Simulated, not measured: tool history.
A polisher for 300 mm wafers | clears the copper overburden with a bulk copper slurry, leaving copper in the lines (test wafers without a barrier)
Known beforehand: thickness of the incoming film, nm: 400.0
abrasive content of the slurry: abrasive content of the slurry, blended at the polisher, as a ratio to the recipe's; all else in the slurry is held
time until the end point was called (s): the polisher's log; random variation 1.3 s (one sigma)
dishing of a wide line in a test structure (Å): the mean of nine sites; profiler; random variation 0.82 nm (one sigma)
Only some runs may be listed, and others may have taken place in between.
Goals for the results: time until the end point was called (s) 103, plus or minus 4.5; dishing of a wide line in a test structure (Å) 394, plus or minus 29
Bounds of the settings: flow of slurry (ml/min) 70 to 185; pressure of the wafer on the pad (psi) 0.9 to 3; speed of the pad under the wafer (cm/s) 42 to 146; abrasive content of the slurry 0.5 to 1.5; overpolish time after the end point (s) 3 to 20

run,hour,flow of slurry (ml/min),pressure of the wafer on the pad (psi),speed of the pad under the wafer (cm/s),abrasive content of the slurry,overpolish time after the end point (s),time until the end point was called (s),dishing of a wide line in a test structure (Å)
1,0,120,1.9,94,1,10,77.169,327.03
2,1.2,120,1.9,112,1,10,64.855,375
3,8.3,120,1.9,112,1,13,65.095,468.72
4,12.2,120,1.9,112,0.9,13,67.423,471.1
5,19.7,120,1.9,128,0.9,13,58.48,500.56
6,26.6,120,1.9,128,0.9,17,59.026,598.69
7,35.1,105,1.3,124,0.9,19,83.392,498.24
8,36.3,100,0.9,122,0.9,19,114.31,373.58
9,37.2,105,0.9,122,0.9,19,109.99,380.78
10,43.7,110,0.9,122,0.9,19,108.64,378.92
11,50.6,115,0.9,122,0.9,19,108.53,386.54
12,56.5,120,0.9,122,0.9,19,107.93,406.34

Next run, 5 choices. One meets every target within its allowed miss, the rest don't. Which?
A,62.4,165,1,120,0.7,19,?,?
B,62.4,120,1,108,0.9,19,?,?
C,62.4,115,1.1,126,0.9,19,?,?
D,62.4,145,1,116,0.9,15,?,?
E,62.4,120,0.9,112,0.95,20,?,?

move,time until the end point was called (s),dishing of a wide line in a test structure (Å)
A,106.77,385.29
B,115.7,365.98
C,93.774,422.93
D,105.5,332.18
E,118.7,367.02
A: each result inside its tolerance
B: lands further from the targets than the last run did
C: the result that was furthest off in the last run now lies on the other side of its target
D: brings the last run's worst result on target, with another outside its allowed miss
E: lands further from the targets than the last run did
Answer: A

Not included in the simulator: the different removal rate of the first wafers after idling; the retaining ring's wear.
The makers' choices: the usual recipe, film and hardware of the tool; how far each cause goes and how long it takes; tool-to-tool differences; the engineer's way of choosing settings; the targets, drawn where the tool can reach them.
